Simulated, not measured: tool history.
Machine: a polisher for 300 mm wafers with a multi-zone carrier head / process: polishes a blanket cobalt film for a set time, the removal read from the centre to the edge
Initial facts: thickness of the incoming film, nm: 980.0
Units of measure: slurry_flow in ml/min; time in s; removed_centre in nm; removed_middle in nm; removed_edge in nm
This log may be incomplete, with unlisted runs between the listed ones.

run,day,slurry_flow,centre_zone,middle_zone,edge_zone,time,removed_centre,removed_middle,removed_edge
1,0.000,300,1.00,1.00,1.00,42,233.52,231.58,231.95
2,0.288,300,1.00,0.98,0.98,39,216.84,211.83,212.30
3,0.642,300,1.00,0.90,0.98,39,220.05,201.45,215.58
4,0.742,300,1.00,0.90,0.95,39,217.55,203.27,205.51
5,0.838,300,1.00,0.94,0.95,39,215.31,205.11,210.13
6,0.946,300,1.00,0.85,0.95,39,213.07,191.14,211.54
7,1.242,295,1.00,0.84,0.94,37,206.10,182.16,199.78
8,1.362,290,1.00,0.84,0.93,35,196.03,171.32,184.03
9,1.508,280,0.99,0.84,0.93,34,184.03,167.95,178.71
10,1.579,280,0.99,0.84,0.93,34,184.27,168.25,179.11
11,1.700,285,0.99,0.84,0.93,33,181.16,158.54,174.11
12,1.983,290,0.98,0.84,0.92,32,174.86,156.36,169.04
13,2.083,295,0.98,0.84,0.91,31,169.31,153.26,164.46
14,2.221,300,0.98,0.84,0.90,30,165.13,149.57,157.06
15,2.442,300,0.98,0.84,0.90,29,158.81,146.72,152.27
16,2.567,295,0.98,0.84,0.90,29,158.75,137.88,152.22
17,2.708,295,0.98,0.84,0.89,29,159.96,138.95,151.80

Run 18 has not been measured yet. What should we expect?
18,3.042,290,0.97,0.85,0.88,29,?,?,?

{"run 18": {"removed_centre": 159.64, "removed_middle": 139.58, "removed_edge": 148.81}}

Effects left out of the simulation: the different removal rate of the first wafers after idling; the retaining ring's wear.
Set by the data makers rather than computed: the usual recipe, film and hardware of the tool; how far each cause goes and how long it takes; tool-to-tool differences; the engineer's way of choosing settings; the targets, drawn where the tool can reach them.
